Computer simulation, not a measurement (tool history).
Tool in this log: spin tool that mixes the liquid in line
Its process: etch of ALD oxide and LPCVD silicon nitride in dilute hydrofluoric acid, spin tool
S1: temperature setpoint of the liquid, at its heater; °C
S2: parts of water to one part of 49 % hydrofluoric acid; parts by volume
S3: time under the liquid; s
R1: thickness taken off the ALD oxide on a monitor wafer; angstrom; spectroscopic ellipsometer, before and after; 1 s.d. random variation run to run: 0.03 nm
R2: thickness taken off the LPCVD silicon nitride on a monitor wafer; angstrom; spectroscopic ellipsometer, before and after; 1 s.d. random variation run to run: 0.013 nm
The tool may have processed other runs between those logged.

Run 1, hour 0.0: S1 22.0 °C, S2 175 parts by volume, S3 180 s. Result: R1 86.829 angstrom, R2 4.1830 angstrom.
Run 2, hour 2.6: S1 22.0 °C, S2 135 parts by volume, S3 180 s. Result: R1 117.590 angstrom, R2 6.0506 angstrom.
Run 3, hour 11.5: S1 23.5 °C, S2 135 parts by volume, S3 180 s. Result: R1 124.530 angstrom, R2 6.6032 angstrom.
Run 4, hour 19.6: S1 22.5 °C, S2 155 parts by volume, S3 180 s. Result: R1 101.730 angstrom, R2 4.9678 angstrom.
Run 5, hour 23.3: S1 22.5 °C, S2 120 parts by volume, S3 180 s. Result: R1 135.390 angstrom, R2 6.9500 angstrom.
Run 6, hour 28.8: S1 22.0 °C, S2 140 parts by volume, S3 180 s. Result: R1 111.150 angstrom, R2 5.2184 angstrom.
Run 7, hour 32.1: S1 21.5 °C, S2 160 parts by volume, S3 180 s. Result: R1 93.587 angstrom, R2 4.5801 angstrom.
Run 8, hour 39.0: S1 21.0 °C, S2 170 parts by volume, S3 180 s. Result: R1 85.609 angstrom, R2 3.9870 angstrom.
Run 9, hour 44.4: S1 20.5 °C, S2 180 parts by volume, S3 180 s. Result: R1 78.114 angstrom, R2 3.8385 angstrom.
Run 10, hour 53.4: S1 17.0 °C, S2 250 parts by volume, S3 175 s. Result: R1 44.988 angstrom, R2 2.1450 angstrom.

What does the tool deliver on the next run?
Run 11, hour 59.6: S1 17.0 °C, S2 260 parts by volume, S3 175 s. Result: R1 ?, R2 ?.

R1: 43.220 angstrom
R2: 2.0356 angstrom

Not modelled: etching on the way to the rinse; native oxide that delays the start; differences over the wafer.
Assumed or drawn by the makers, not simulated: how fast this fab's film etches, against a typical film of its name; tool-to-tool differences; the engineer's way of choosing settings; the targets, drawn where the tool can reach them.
